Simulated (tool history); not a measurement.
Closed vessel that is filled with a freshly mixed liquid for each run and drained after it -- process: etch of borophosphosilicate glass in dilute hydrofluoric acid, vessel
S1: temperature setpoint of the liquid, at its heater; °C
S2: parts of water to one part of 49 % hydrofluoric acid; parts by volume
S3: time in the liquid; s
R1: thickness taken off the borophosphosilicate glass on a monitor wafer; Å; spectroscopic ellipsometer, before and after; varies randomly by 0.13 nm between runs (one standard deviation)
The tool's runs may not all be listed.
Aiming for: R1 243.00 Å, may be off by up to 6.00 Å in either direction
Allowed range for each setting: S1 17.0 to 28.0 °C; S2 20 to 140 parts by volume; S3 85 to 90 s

| run | hour | S1 | S2 | S3 | R1 |
|---|---|---|---|---|---|
| 1 | 0.0 | 20.0 | 75 | 85 | 416.52 |
| 2 | 3.6 | 20.0 | 95 | 85 | 324.62 |
| 3 | 8.1 | 20.0 | 95 | 90 | 344.22 |
| 4 | 13.1 | 20.0 | 75 | 90 | 444.92 |
| 5 | 21.5 | 20.0 | 50 | 90 | 683.27 |
| 6 | 25.3 | 20.0 | 35 | 90 | 1002.00 |
| 7 | 31.5 | 19.0 | 55 | 90 | 594.50 |
| 8 | 33.4 | 18.5 | 65 | 90 | 483.51 |
| 9 | 38.7 | 18.0 | 75 | 90 | 408.25 |
| 10 | 44.0 | 17.5 | 85 | 90 | 347.67 |
| 11 | 46.0 | 17.5 | 90 | 90 | 323.81 |
| 12 | 47.4 | 17.5 | 95 | 90 | 310.68 |
| 13 | 55.1 | 17.5 | 100 | 90 | 290.54 |
| 14 | 61.0 | 17.5 | 105 | 90 | 276.77 |
| 15 | 63.5 | 17.0 | 110 | 90 | 257.03 |

4 next moves are on the table. One of them brings every result within its allowed miss. Which?
| A | 66.0 | 17.0 | 115 | 85 | ? |
| B | 66.0 | 19.5 | 135 | 90 | ? |
| C | 66.0 | 18.0 | 110 | 90 | ? |
| D | 66.0 | 21.5 | 130 | 85 | ? |

| move | R1 |
|---|---|
| A | 231.18 |
| B | 226.36 |
| C | 268.18 |
| D | 241.81 |
A: carries the result that was furthest off beyond its target, to the other side
B: carries the result that was furthest off beyond its target, to the other side
C: its largest miss is bigger than the last run's
D: all results in spec
So the answer is move D, the one that meets all the targets.
